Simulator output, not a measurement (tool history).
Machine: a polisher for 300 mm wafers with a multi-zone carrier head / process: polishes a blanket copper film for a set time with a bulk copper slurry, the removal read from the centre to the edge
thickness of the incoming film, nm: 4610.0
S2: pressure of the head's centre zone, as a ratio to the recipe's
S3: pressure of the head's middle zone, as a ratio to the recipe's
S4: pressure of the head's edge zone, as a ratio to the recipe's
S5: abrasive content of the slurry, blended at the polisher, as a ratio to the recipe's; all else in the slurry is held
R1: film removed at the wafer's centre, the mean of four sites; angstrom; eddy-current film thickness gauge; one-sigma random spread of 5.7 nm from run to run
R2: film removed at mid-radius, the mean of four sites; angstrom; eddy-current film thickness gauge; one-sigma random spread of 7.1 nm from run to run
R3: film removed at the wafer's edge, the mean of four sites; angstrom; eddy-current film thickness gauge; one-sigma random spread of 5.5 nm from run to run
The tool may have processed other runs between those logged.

run 1 hour=0.0 | flow_of_slurry_(ml/min)=275 S2=1.00 S3=1.00 S4=1.00 S5=1.00 polishing_time_(s)=54 | R1=5975.3 R2=5887.2 R3=5814.5
run 2 hour=2.1 | flow_of_slurry_(ml/min)=240 S2=1.00 S3=1.00 S4=1.00 S5=1.00 polishing_time_(s)=54 | R1=5832.5 R2=5740.3 R3=5703.5
run 3 hour=4.4 | flow_of_slurry_(ml/min)=240 S2=1.00 S3=1.00 S4=1.07 S5=1.00 polishing_time_(s)=54 | R1=5803.5 R2=5835.9 R3=5897.5
run 4 hour=8.9 | flow_of_slurry_(ml/min)=235 S2=0.99 S3=0.99 S4=1.05 S5=0.90 polishing_time_(s)=54 | R1=5619.6 R2=5626.0 R3=5803.6
run 5 hour=13.9 | flow_of_slurry_(ml/min)=235 S2=0.99 S3=0.99 S4=1.03 S5=0.85 polishing_time_(s)=53 | R1=5554.6 R2=5649.6 R3=5563.7
run 6 hour=21.0 | flow_of_slurry_(ml/min)=230 S2=0.98 S3=0.97 S4=1.02 S5=0.80 polishing_time_(s)=52 | R1=5209.0 R2=5173.3 R3=5398.2
run 7 hour=24.9 | flow_of_slurry_(ml/min)=230 S2=0.98 S3=0.97 S4=1.00 S5=0.75 polishing_time_(s)=52 | R1=5210.4 R2=5070.7 R3=5292.8
run 8 hour=27.9 | flow_of_slurry_(ml/min)=230 S2=0.98 S3=0.97 S4=1.00 S5=0.75 polishing_time_(s)=52 | R1=5123.6 R2=5085.9 R3=5264.7

Estimate the outcome of run 9 from the log above:
run 9 hour=28.5 | flow_of_slurry_(ml/min)=230 S2=0.98 S3=0.97 S4=0.99 S5=0.75 polishing_time_(s)=52 | R1=? R2=? R3=?

{"run 9": {"R1": 5102.8, "R2": 5284.3, "R3": 5191.4}}
